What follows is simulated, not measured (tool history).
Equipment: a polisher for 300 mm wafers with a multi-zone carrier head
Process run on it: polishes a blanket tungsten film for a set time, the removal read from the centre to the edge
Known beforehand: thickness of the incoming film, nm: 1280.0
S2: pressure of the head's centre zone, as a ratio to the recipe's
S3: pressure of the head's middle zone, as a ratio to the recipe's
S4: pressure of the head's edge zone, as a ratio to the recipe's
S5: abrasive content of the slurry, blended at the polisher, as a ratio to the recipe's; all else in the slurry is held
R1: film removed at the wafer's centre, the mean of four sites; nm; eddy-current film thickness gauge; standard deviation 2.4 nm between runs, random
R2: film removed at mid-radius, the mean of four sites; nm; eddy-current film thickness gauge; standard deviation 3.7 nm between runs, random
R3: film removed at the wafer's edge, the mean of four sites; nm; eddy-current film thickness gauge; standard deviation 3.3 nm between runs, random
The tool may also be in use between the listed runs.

{"run": 1, "hour": 0.0, "flow of slurry (ml/min)": 140, "S2": 1, "S3": 1, "S4": 1, "S5": 1, "polishing time (s)": 58, "R1": 210.22, "R2": 219.4, "R3": 215.77}
{"run": 2, "hour": 0.7, "flow of slurry (ml/min)": 150, "S2": 1.04, "S3": 1.01, "S4": 1.03, "S5": 1.1, "polishing time (s)": 58, "R1": 228.2, "R2": 225.41, "R3": 229.3}
{"run": 3, "hour": 6.0, "flow of slurry (ml/min)": 130, "S2": 1.04, "S3": 1.01, "S4": 1.03, "S5": 1.1, "polishing time (s)": 58, "R1": 219.23, "R2": 220.18, "R3": 227.75}
{"run": 4, "hour": 10.5, "flow of slurry (ml/min)": 130, "S2": 1.04, "S3": 1.01, "S4": 0.97, "S5": 1.1, "polishing time (s)": 58, "R1": 219.88, "R2": 221.28, "R3": 217.43}
{"hour": 16.8, "done": "slurry nozzle cleaned"}
{"run": 5, "hour": 16.8, "flow of slurry (ml/min)": 130, "S2": 1.04, "S3": 1.01, "S4": 0.97, "S5": 1.1, "polishing time (s)": 71, "R1": 294.88, "R2": 292.31, "R3": 282.03}
{"run": 6, "hour": 25.7, "flow of slurry (ml/min)": 130, "S2": 1.04, "S3": 1.01, "S4": 0.97, "S5": 1.1, "polishing time (s)": 63, "R1": 261.27, "R2": 258, "R3": 255.01}
{"run": 7, "hour": 26.7, "flow of slurry (ml/min)": 140, "S2": 1.06, "S3": 1.01, "S4": 0.97, "S5": 1.1, "polishing time (s)": 63, "R1": 275.36, "R2": 255.75, "R3": 249.71}
{"run": 8, "hour": 30.4, "flow of slurry (ml/min)": 150, "S2": 1.06, "S3": 1.01, "S4": 0.98, "S5": 1.15, "polishing time (s)": 63, "R1": 273.98, "R2": 271.69, "R3": 266.92}

Run 9 has not been measured yet. What should we expect?
{"run": 9, "hour": 37.0, "flow of slurry (ml/min)": 155, "S2": 1.07, "S3": 1, "S4": 0.98, "S5": 1.1, "polishing time (s)": 63, "R1": "?", "R2": "?", "R3": "?"}

R1: 276.99 nm
R2: 263.23 nm
R3: 257.01 nm

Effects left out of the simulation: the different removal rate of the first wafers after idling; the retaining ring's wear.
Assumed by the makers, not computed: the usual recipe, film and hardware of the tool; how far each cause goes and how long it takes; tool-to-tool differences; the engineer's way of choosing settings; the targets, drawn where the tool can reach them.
